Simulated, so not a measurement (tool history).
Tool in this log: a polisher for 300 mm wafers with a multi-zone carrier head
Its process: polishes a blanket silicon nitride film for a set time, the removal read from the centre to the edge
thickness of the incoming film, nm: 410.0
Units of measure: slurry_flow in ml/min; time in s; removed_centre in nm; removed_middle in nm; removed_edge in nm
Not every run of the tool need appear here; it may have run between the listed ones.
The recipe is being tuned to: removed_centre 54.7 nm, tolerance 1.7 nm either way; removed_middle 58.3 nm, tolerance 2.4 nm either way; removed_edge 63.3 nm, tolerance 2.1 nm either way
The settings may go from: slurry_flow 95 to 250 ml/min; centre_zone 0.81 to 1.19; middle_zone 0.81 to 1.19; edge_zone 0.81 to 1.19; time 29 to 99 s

| run | day | slurry_flow | centre_zone | middle_zone | edge_zone | time | removed_centre | removed_middle | removed_edge |
|---|---|---|---|---|---|---|---|---|---|
| 1 | 0 | 160 | 1 | 1 | 1 | 64 | 71.836 | 74.176 | 71.142 |
| 2 | 0.325 | 150 | 0.97 | 0.97 | 0.99 | 63 | 68.8 | 69.745 | 69.579 |
| 3 | 0.362 | 145 | 0.94 | 0.96 | 0.99 | 62 | 65.028 | 66.963 | 67.389 |
| 4 | 0.446 | 180 | 0.94 | 0.96 | 0.99 | 62 | 68.201 | 69.341 | 70.516 |
| 5 | 0.629 | 170 | 0.91 | 0.95 | 0.98 | 62 | 66.561 | 68.885 | 68.947 |
| 6 | 0.762 | 170 | 0.91 | 1.02 | 0.98 | 62 | 65.484 | 72.614 | 69.788 |
| 7 | 0.858 | 160 | 0.89 | 0.99 | 0.98 | 61 | 63.438 | 67.85 | 67.444 |
| 8 | 1.171 | 150 | 0.87 | 0.98 | 0.99 | 61 | 60.59 | 66.559 | 66.649 |
| 9 | 1.417 | 105 | 0.84 | 0.88 | 1 | 60 | 52.608 | 54.42 | 61.887 |

Below are 5 possible settings for the next run. Only one of them brings all results inside the allowed miss of their targets. Which is it?
| A | 1.662 | 105 | 0.9 | 0.82 | 1.03 | 56 | ? | ? | ? |
| B | 1.662 | 110 | 0.9 | 0.82 | 1.06 | 56 | ? | ? | ? |
| C | 1.662 | 110 | 0.87 | 0.97 | 0.88 | 56 | ? | ? | ? |
| D | 1.662 | 100 | 0.89 | 0.93 | 1.02 | 61 | ? | ? | ? |
| E | 1.662 | 105 | 0.88 | 0.84 | 0.98 | 58 | ? | ? | ? |

| move | removed_centre | removed_middle | removed_edge |
|---|---|---|---|
| A | 51.709 | 49.392 | 57.863 |
| B | 52.59 | 50.118 | 59.037 |
| C | 51.212 | 57.619 | 55.332 |
| D | 54.813 | 58.733 | 62.042 |
| E | 52.591 | 52.182 | 58.891 |
A: moves away from the targets compared with the last run
B: moves away from the targets compared with the last run
C: the worst result of the last run now meets its target, but another is out of spec
D: each result inside its tolerance
E: moves away from the targets compared with the last run
The right move is D.
